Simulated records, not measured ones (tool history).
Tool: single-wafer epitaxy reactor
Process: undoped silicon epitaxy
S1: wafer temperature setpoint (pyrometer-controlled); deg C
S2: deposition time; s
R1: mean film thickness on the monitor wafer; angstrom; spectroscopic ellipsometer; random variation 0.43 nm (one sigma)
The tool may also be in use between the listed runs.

| run | hour | S1 | S2 | R1 |
|---|---|---|---|---|
| 1 | 0.0 | 645 | 501 | 712.80 |
| 2 | 1.4 | 645 | 453 | 645.29 |
| 3 | 2.8 | 650 | 454 | 717.17 |
| 4 | 11.3 | 650 | 523 | 824.09 |
| 5 | 19.5 | 650 | 499 | 781.61 |
| 6 | 24.8 | 640 | 499 | 657.04 |
| 7 | 28.6 | 646 | 501 | 727.98 |

The next listed run, before its measurement:
| 8 | 35.5 | 650 | 502 | ? |

Run 8 gave R1 786.75 angstrom.
